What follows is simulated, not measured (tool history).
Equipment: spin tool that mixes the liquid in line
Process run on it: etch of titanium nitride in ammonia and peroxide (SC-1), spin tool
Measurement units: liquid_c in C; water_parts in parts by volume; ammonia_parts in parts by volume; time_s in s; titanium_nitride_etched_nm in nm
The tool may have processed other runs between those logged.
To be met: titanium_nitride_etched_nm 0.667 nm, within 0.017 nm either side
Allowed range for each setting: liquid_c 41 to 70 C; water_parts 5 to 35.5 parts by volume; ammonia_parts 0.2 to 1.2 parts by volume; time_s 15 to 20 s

| run | hour | liquid_c | water_parts | ammonia_parts | time_s | titanium_nitride_etched_nm |
|---|---|---|---|---|---|---|
| 1 | 0 | 57 | 19.5 | 0.7 | 20 | 1.518 |
| 2 | 5.7 | 54.5 | 19.5 | 0.7 | 20 | 1.2891 |
| 3 | 13.6 | 51.5 | 19.5 | 0.7 | 20 | 1.0449 |
| 4 | 20.4 | 51.5 | 12.5 | 0.7 | 20 | 1.3342 |
| 5 | 26.3 | 49 | 12.5 | 0.7 | 20 | 1.1238 |
| 6 | 35.3 | 49 | 12.5 | 0.7 | 20 | 1.1234 |
| 7 | 40.1 | 47 | 12.5 | 0.7 | 20 | 0.967 |
| 8 | 42.4 | 41 | 12.5 | 0.7 | 20 | 0.63268 |

Consider the 4 candidate settings below. Which is the only one whose results all fall within their allowed miss of target?
| A | 44.7 | 44 | 9 | 0.55 | 15 | ? |
| B | 44.7 | 44.5 | 14.5 | 0.9 | 15 | ? |
| C | 44.7 | 41.5 | 13.5 | 0.7 | 20 | ? |
| D | 44.7 | 41 | 12.5 | 0.6 | 20 | ? |

| move | titanium_nitride_etched_nm |
|---|---|
| A | 0.67343 |
| B | 0.59129 |
| C | 0.63076 |
| D | 0.61668 |
A: every result lands within tolerance
B: the biggest miss grows against the last run
C: the biggest miss grows against the last run
D: the biggest miss grows against the last run
The right move is A.
